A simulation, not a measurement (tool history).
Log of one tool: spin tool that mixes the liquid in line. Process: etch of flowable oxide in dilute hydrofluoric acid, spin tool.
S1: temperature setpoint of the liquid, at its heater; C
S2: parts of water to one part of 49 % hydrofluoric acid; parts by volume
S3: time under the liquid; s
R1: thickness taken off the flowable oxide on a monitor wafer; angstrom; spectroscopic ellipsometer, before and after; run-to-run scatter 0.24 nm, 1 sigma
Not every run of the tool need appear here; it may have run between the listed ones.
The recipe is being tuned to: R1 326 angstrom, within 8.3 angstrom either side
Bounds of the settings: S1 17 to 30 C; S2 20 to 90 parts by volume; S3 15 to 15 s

run 1 hour=0 | S1=22 S2=50 S3=15 | R1=155.22
run 2 hour=6.8 | S1=22 S2=60 S3=15 | R1=125.83
run 3 hour=13.9 | S1=24.5 S2=60 S3=15 | R1=140.12
run 4 hour=17.3 | S1=24.5 S2=60 S3=15 | R1=139.73
-- hour=24.7 thermometer replaced
run 5 hour=24.7 | S1=23 S2=60 S3=15 | R1=138.49
run 6 hour=33.1 | S1=25 S2=45 S3=15 | R1=200.3
run 7 hour=36.2 | S1=26.5 S2=40 S3=15 | R1=248.8
run 8 hour=42.4 | S1=27.5 S2=40 S3=15 | R1=256.59
run 9 hour=45.4 | S1=28.5 S2=40 S3=15 | R1=266.17
run 10 hour=50.5 | S1=29 S2=40 S3=15 | R1=270.85
run 11 hour=54.8 | S1=29.5 S2=40 S3=15 | R1=279.61

Next run, 4 choices. One meets every target within its allowed miss, the rest don't. Which?
run A hour=59.1 | S1=28.5 S2=35 S3=15 | R1=?
run B hour=59.1 | S1=29 S2=35 S3=15 | R1=?
run C hour=59.1 | S1=30 S2=35 S3=15 | R1=?
run D hour=59.1 | S1=28 S2=35 S3=15 | R1=?

move=A R1=305.44
move=B R1=311.64
move=C R1=324.35
move=D R1=299.34
A: moves toward the targets from the last run without getting all of them in spec
B: moves toward the targets from the last run without getting all of them in spec
C: each result inside its tolerance
D: moves toward the targets from the last run without getting all of them in spec
Move C is the one to make.

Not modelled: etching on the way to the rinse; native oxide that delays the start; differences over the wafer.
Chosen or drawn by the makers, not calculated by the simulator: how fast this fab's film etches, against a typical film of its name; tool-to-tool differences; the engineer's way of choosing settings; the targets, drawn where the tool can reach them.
